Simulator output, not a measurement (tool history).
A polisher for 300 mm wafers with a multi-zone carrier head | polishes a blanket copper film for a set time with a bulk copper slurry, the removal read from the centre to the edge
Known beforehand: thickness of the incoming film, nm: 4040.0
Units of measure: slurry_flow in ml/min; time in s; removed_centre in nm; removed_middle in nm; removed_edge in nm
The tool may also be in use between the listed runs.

run	hour	slurry_flow	centre_zone	middle_zone	edge_zone	slurry_solids	time	removed_centre	removed_middle	removed_edge
1	0	140	1	1	1	1	58	836.27	862.77	873.38
2	1.7	135	0.97	1.01	0.96	0.9	57	787.12	832.39	816.77
3	6.8	155	0.97	1.01	0.96	0.9	57	789.45	860.09	838.99
4	8.2	125	0.97	1.01	0.96	0.9	57	773.43	818.86	817.83
5	12.9	110	0.97	1.01	0.96	0.9	57	729.74	794.93	786.11
6	19.2	110	0.97	1.01	0.9	0.9	57	737.56	796.41	750.31

What will run 7 give?
7	23	90	0.87	1.02	0.83	0.75	56	?	?	?

removed_centre: 594.85 nm
removed_middle: 718.79 nm
removed_edge: 682.82 nm
